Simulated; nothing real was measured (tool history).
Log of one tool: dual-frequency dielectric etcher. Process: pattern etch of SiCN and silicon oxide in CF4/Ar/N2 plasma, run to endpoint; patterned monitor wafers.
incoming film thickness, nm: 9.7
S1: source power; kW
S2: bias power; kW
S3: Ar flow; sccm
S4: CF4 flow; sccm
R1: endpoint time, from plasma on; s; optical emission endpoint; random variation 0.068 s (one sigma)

run	day	S1	S2	S3	S4	R1
1	0.000	0.470	0.093	93	67	9.6021
2	0.179	0.470	0.093	93	61	9.5596
3	0.479	0.490	0.094	93	61	9.1995
4	0.525	0.500	0.094	93	61	8.9857
5	0.704	0.510	0.094	93	61	8.9816
6	0.758	0.520	0.094	93	61	8.8029
7	0.950	0.530	0.094	93	61	8.6523

Run 8 comes next. What will it give?
8	0.979	0.540	0.094	93	61	?

{"run 8": {"R1": 8.7423}}
